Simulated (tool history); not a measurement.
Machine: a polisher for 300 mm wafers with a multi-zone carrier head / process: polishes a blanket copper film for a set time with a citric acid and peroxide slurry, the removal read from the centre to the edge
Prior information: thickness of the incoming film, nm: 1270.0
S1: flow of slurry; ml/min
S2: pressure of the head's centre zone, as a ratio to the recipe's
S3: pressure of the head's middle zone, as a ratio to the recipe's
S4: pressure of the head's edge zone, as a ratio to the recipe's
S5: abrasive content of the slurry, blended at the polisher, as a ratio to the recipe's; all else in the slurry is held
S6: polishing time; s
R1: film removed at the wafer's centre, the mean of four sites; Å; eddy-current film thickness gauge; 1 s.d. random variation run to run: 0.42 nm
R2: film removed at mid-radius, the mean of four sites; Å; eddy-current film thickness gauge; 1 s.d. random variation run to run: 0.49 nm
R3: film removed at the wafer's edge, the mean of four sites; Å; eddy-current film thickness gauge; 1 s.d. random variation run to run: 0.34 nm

run 1 hour=0.0 | S1=140 S2=1.00 S3=1.00 S4=1.00 S5=1.00 S6=66 | R1=910.01 R2=951.07 R3=878.92
run 2 hour=7.0 | S1=160 S2=1.00 S3=1.00 S4=1.00 S5=1.00 S6=66 | R1=940.73 R2=950.79 R3=897.19
run 3 hour=13.6 | S1=160 S2=1.00 S3=1.00 S4=1.00 S5=1.10 S6=66 | R1=963.31 R2=975.51 R3=922.92
run 4 hour=21.1 | S1=160 S2=1.00 S3=1.00 S4=1.06 S5=1.10 S6=66 | R1=959.61 R2=972.16 R3=932.39
run 5 hour=29.3 | S1=160 S2=1.00 S3=1.00 S4=1.06 S5=1.10 S6=59 | R1=859.23 R2=877.10 R3=847.99
run 6 hour=31.7 | S1=150 S2=0.97 S3=0.95 S4=1.05 S5=0.95 S6=54 | R1=719.43 R2=734.93 R3=741.20
-- hour=34.1 edge zone pressure recalibrated
run 7 hour=34.1 | S1=140 S2=0.94 S3=0.92 S4=1.03 S5=0.80 S6=51 | R1=643.22 R2=639.96 R3=675.64
run 8 hour=41.1 | S1=130 S2=0.91 S3=0.91 S4=1.00 S5=0.70 S6=50 | R1=579.85 R2=587.73 R3=625.88
run 9 hour=48.0 | S1=120 S2=0.88 S3=0.90 S4=0.96 S5=0.65 S6=50 | R1=555.06 R2=570.65 R3=597.42

What will run 10 give?
run 10 hour=57.0 | S1=110 S2=0.86 S3=0.89 S4=0.95 S5=0.60 S6=50 | R1=? R2=? R3=?

R1: 521.98 Å
R2: 539.36 Å
R3: 574.03 Å
